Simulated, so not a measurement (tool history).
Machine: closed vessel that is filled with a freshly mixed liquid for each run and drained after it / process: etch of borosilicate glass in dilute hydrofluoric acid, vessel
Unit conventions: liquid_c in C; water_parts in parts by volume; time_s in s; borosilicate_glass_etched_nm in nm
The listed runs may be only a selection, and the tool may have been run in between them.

run 1 day=0.000 | liquid_c=24.0 water_parts=280 time_s=415 | borosilicate_glass_etched_nm=27.729
run 2 day=0.067 | liquid_c=27.0 water_parts=280 time_s=415 | borosilicate_glass_etched_nm=30.996
run 3 day=0.346 | liquid_c=27.0 water_parts=280 time_s=415 | borosilicate_glass_etched_nm=30.860
run 4 day=0.525 | liquid_c=27.0 water_parts=280 time_s=415 | borosilicate_glass_etched_nm=30.993
run 5 day=0.671 | liquid_c=27.0 water_parts=360 time_s=415 | borosilicate_glass_etched_nm=22.031
run 6 day=0.883 | liquid_c=27.0 water_parts=360 time_s=415 | borosilicate_glass_etched_nm=22.136
run 7 day=1.033 | liquid_c=26.0 water_parts=360 time_s=415 | borosilicate_glass_etched_nm=21.329
run 8 day=1.167 | liquid_c=22.0 water_parts=385 time_s=415 | borosilicate_glass_etched_nm=17.164

Run 9, settings as shown, results not yet in. Your forecast:
run 9 day=1.546 | liquid_c=21.5 water_parts=385 time_s=415 | borosilicate_glass_etched_nm=?

{"run 9": {"borosilicate_glass_etched_nm": 16.773}}

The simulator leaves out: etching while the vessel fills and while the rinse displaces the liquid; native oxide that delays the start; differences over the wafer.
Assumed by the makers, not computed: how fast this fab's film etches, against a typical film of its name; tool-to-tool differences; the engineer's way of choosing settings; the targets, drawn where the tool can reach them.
